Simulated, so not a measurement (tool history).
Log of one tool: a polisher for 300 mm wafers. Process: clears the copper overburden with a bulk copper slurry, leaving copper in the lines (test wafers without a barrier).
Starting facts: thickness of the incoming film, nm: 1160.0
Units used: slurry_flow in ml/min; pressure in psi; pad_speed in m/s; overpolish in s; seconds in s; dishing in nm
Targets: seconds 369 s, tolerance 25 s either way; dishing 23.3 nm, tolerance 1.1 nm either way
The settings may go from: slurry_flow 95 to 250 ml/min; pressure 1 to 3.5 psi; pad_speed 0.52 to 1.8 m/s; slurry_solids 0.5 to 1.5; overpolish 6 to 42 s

run  hour  slurry_flow  pressure  pad_speed  slurry_solids  overpolish  seconds  dishing
  1     0          160       2.2       1.16              1          21   148.65   29.319
  2   3.1          160       2.2       1.16              1          18    143.2    29.02
  3  10.6          155       1.8          1              1          15   195.68   26.459
  4    19          155       1.8          1           0.85          15    218.6   25.197
  5  24.8          155       1.6       0.94           0.85          17   244.84   25.018
  6  32.1          155       1.4       0.88           0.85          18   292.84   23.747
  7  40.1          155       1.3       0.86           0.85          20   313.73   24.024
  8  48.9          155         1       0.82           0.85          19   394.07   20.097
  9  54.7          155       1.1        0.8           0.85          20   384.17   21.411

4 next moves are on the table. One of them brings every result within its allowed miss. Which?
  A  60.5          195       1.3       0.78           0.65          23        ?        ?
  B  60.5          170       1.4       0.66           0.95          17        ?        ?
  C  60.5          135       1.7       0.54           0.85          30        ?        ?
  D  60.5          185         1        0.8           0.85          19        ?        ?

move  seconds  dishing
   A   359.44   23.077
   B   354.84   20.317
   C    397.6   24.994
   D   383.79    20.25
A: each result inside its tolerance
B: lands further from the targets than the last run did
C: takes the biggest miss from the last run beyond its target
D: lands further from the targets than the last run did
Answer: A
